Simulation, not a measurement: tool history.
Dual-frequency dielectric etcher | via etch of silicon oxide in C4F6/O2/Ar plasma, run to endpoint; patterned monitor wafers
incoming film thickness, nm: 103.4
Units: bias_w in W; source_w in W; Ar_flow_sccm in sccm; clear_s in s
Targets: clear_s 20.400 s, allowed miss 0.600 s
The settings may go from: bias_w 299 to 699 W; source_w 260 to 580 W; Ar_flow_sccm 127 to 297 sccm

| run | hour | bias_w | source_w | Ar_flow_sccm | clear_s |
|---|---|---|---|---|---|
| 1 | 0.0 | 499 | 420 | 212 | 22.697 |
| 2 | 7.1 | 524 | 430 | 211 | 22.438 |
| 3 | 14.8 | 547 | 450 | 208 | 21.268 |
| 4 | 19.3 | 501 | 450 | 208 | 22.266 |
| 5 | 24.4 | 521 | 460 | 207 | 21.742 |
| 6 | 29.7 | 536 | 470 | 206 | 21.211 |
| 7 | 31.1 | 536 | 470 | 206 | 21.180 |
| 8 | 35.9 | 545 | 470 | 206 | 21.159 |

Which of these 4 next moves meets every target?
| A | 40.7 | 491 | 460 | 237 | ? |
| B | 40.7 | 538 | 430 | 207 | ? |
| C | 40.7 | 628 | 550 | 215 | ? |
| D | 40.7 | 602 | 460 | 200 | ? |

| move | clear_s |
|---|---|
| A | 22.474 |
| B | 21.902 |
| C | 18.688 |
| D | 20.263 |
A: further off than the last run
B: further off than the last run
C: takes the result that was furthest off past its target
D: meets every target
Answer: D
